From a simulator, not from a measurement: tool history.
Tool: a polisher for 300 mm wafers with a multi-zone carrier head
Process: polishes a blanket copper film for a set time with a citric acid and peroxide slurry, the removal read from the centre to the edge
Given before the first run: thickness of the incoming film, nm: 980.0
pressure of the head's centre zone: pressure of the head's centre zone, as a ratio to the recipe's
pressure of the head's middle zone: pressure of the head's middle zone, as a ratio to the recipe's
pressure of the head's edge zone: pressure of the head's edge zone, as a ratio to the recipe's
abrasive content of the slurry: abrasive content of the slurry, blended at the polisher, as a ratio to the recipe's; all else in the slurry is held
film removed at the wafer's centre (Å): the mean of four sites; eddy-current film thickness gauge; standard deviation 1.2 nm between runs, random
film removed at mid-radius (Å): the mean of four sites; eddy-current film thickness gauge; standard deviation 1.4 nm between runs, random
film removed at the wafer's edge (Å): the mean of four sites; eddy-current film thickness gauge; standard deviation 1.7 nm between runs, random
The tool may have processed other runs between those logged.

run  hour  flow of slurry (ml/min)  pressure of the head's centre zone  pressure of the head's middle zone  pressure of the head's edge zone  abrasive content of the slurry  polishing time (s)  film removed at the wafer's centre (Å)  film removed at mid-radius (Å)  film removed at the wafer's edge (Å)
  1     0                      275                                   1                                   1                                 1                               1                  68                                  2569.1                          2514.2                                2466.1
  2   8.2                      265                                0.98                                   1                              1.01                            0.95                  68                                  2449.2                          2428.3                                2478.7
  3    13                      260                                0.96                                   1                                 1                             0.9                  68                                    2353                          2462.7                                2473.6
  4  13.9                      260                                0.95                                0.99                              0.99                            0.85                  68                                  2331.1                            2390                                2396.8
  5  16.4                      210                                0.95                                0.99                              0.99                            0.85                  68                                  2231.4                          2324.2                                2314.7
  6  22.9                      205                                0.94                                0.98                              0.99                            0.85                  68                                  2224.3                          2290.5                                2323.4
  7  30.2                      200                                0.93                                0.98                              0.99                             0.8                  68                                  2144.4                          2252.3                                2322.9
  8    33                      195                                0.92                                0.98                              0.99                             0.8                  68                                  2135.7                          2235.3                                2329.9
  9  40.4                      195                                0.91                                0.98                              0.99                             0.8                  68                                    2106                          2240.8                                2296.3
 10  48.3                      195                                0.91                                0.98                              0.99                             0.8                  68                                  2084.2                          2268.4                                2287.3
 11  56.2                      195                                 0.9                                0.97                              0.99                             0.8                  68                                  2069.5                            2239                                2318.2
 12  64.6                      195                                0.89                                0.97                              0.99                             0.8                  68                                  2042.5                            2224                                  2282
 13  73.1                      195                                0.88                                0.97                              0.99                             0.8                  68                                  2018.2                          2246.6                                2282.1
 14  81.6                      195                                0.87                                0.96                              0.99                             0.8                  68                                  1984.1                          2213.6                                2313.1

Run 15 has not been measured yet. What should we expect?
 15  87.9                      195                                0.86                                0.96                              0.99                             0.8                  68                                       ?                               ?                                     ?

film removed at the wafer's centre (Å): 2000.6
film removed at mid-radius (Å): 2206.7
film removed at the wafer's edge (Å): 2292.2
